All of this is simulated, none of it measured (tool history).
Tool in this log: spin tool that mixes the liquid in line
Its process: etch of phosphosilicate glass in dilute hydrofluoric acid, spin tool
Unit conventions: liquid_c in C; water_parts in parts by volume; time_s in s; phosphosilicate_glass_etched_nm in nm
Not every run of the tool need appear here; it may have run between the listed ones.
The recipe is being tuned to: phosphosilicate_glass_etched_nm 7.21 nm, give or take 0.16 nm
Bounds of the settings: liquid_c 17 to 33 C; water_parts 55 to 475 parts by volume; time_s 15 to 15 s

run  hour  liquid_c  water_parts  time_s  phosphosilicate_glass_etched_nm
  1     0        25          265      15                           4.3431
  2   5.1      26.5          255      15                           4.7433
  3  11.9      26.5          255      15                           4.8134
  4  15.8      26.5          300      15                           3.8751
  5  21.7      26.5          350      15                           3.1901
  6  28.8        28          320      15                           3.7505
  7  37.1        29          295      15                            4.327
  8  39.2        30          275      15                           4.8583
  9  46.3      30.5          260      15                           5.3548
 10  52.8        31          250      15                           5.6698
 11  55.7      31.5          240      15                           6.1246

Consider the 4 candidate settings below. Which is the only one whose results all fall within their allowed miss of target?
  A  58.6      30.5          260      15                                ?
  B  58.6        33          220      15                                ?
  C  58.6      31.5          225      15                                ?
  D  58.6        30          195      15                                ?

move  phosphosilicate_glass_etched_nm
   A                           5.3306
   B                           7.1797
   C                           6.6384
   D                           7.5527
A: the biggest miss grows against the last run
B: hits every target within its allowed miss
C: nearer the targets than the last run, but a result is still out of spec
D: moves the result that the last run missed by most past its target, out the other side
B meets every target.
